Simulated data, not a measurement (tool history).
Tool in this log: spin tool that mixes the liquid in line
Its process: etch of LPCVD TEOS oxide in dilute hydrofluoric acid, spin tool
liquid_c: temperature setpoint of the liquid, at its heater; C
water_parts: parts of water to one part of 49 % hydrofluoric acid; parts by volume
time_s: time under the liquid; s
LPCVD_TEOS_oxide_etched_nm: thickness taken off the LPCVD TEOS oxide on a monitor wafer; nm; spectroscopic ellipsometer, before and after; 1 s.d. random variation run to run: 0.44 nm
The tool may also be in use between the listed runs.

run  hour  liquid_c  water_parts  time_s  LPCVD_TEOS_oxide_etched_nm
  1   0.0      23.0          180      85                      23.261
  2   5.1      23.0          245      85                      16.036
  3   8.9      25.0          205      85                      21.730
  4  17.8      26.5          175      85                      28.067
  5  19.4      24.0          175      85                      25.087
  6  22.8      24.0          120      85                      38.646
  7  26.6      25.5          115      85                      43.658
  8  34.7      27.0          115      85                      45.963
  9  40.2      28.0          115      85                      48.320

Estimate the outcome of run 10 from the log above:
 10  43.6      28.5          115      85                           ?

LPCVD_TEOS_oxide_etched_nm: 48.369 nm
